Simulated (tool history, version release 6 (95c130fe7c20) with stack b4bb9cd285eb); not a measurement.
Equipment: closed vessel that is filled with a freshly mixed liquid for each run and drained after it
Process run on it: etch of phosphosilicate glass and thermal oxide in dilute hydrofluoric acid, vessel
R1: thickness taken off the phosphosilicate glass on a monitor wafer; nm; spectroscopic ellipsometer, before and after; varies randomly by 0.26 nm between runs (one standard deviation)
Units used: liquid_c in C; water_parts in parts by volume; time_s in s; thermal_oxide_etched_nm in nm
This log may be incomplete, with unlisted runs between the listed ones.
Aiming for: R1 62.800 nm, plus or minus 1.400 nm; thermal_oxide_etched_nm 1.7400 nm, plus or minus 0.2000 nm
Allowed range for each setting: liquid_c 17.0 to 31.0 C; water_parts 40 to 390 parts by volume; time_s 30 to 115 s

run 1 hour=0.0 | liquid_c=23.0 water_parts=215 time_s=60 | R1=39.270 thermal_oxide_etched_nm=1.0246
run 2 hour=2.5 | liquid_c=24.5 water_parts=205 time_s=60 | R1=43.874 thermal_oxide_etched_nm=1.2245
run 3 hour=8.4 | liquid_c=26.0 water_parts=205 time_s=60 | R1=45.929 thermal_oxide_etched_nm=1.2857
run 4 hour=10.0 | liquid_c=26.5 water_parts=195 time_s=60 | R1=49.949 thermal_oxide_etched_nm=1.4035
run 5 hour=18.1 | liquid_c=27.0 water_parts=190 time_s=60 | R1=52.588 thermal_oxide_etched_nm=1.5081
run 6 hour=24.1 | liquid_c=27.0 water_parts=240 time_s=60 | R1=39.356 thermal_oxide_etched_nm=1.0347
run 7 hour=29.2 | liquid_c=28.0 water_parts=230 time_s=60 | R1=43.273 thermal_oxide_etched_nm=1.1576
run 8 hour=31.1 | liquid_c=28.5 water_parts=220 time_s=60 | R1=46.312 thermal_oxide_etched_nm=1.2967
run 9 hour=40.4 | liquid_c=29.0 water_parts=210 time_s=60 | R1=49.790 thermal_oxide_etched_nm=1.3659
run 10 hour=43.5 | liquid_c=29.5 water_parts=205 time_s=60 | R1=52.134 thermal_oxide_etched_nm=1.5045
run 11 hour=46.9 | liquid_c=29.5 water_parts=200 time_s=60 | R1=53.982 thermal_oxide_etched_nm=1.3966

Exactly one of the 4 candidate moves below puts every result within its allowed miss. Which one?
run A hour=50.3 | liquid_c=17.0 water_parts=190 time_s=100 | R1=? thermal_oxide_etched_nm=?
run B hour=50.3 | liquid_c=31.0 water_parts=190 time_s=65 | R1=? thermal_oxide_etched_nm=?
run C hour=50.3 | liquid_c=17.0 water_parts=165 time_s=85 | R1=? thermal_oxide_etched_nm=?
run D hour=50.3 | liquid_c=29.5 water_parts=275 time_s=105 | R1=? thermal_oxide_etched_nm=?

move=A R1=59.594 thermal_oxide_etched_nm=1.6246
move=B R1=65.232 thermal_oxide_etched_nm=1.7784
move=C R1=59.714 thermal_oxide_etched_nm=1.6279
move=D R1=62.567 thermal_oxide_etched_nm=1.7057
A: closes in on the targets versus the last run, not all within tolerance yet
B: moves the result that the last run missed by most past its target, out the other side
C: closes in on the targets versus the last run, not all within tolerance yet
D: all results in spec
Correct choice: D, which meets every target
